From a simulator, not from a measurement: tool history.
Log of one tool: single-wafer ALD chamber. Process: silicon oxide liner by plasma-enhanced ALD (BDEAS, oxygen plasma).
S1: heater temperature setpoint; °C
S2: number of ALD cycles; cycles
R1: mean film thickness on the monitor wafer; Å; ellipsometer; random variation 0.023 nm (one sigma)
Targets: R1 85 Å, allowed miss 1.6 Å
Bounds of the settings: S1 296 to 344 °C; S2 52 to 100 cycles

run  hour   S1  S2      R1
  1     0  320  76  71.954
  2   8.9  320  66  62.777
  3  17.6  324  66  62.334
  4  25.5  330  66   62.03
  5  29.6  330  58  54.455
       36  -- thermocouple changed; heater temperature recalibrated
  6    36  330  68  64.242
  7  37.9  327  80  76.149
  8  42.4  327  82  77.808
  9  50.3  327  83  78.632
 10  55.9  327  84  79.577
 11  60.6  327  85  80.801
 12  62.2  327  86  81.289
 13  64.6  327  86   82.09
 14  68.2  327  87  82.527

4 next moves are on the table. One of them brings every result within its allowed miss. Which?
  A  71.8  331  84   ?
  B  71.8  313  84   ?
  C  71.8  329  86   ?
  D  71.8  324  89   ?

move      R1
   A   79.39
   B  81.497
   C   81.52
   D  84.984
A: further off than the last run
B: further off than the last run
C: further off than the last run
D: meets every target
Move D is the one to make.

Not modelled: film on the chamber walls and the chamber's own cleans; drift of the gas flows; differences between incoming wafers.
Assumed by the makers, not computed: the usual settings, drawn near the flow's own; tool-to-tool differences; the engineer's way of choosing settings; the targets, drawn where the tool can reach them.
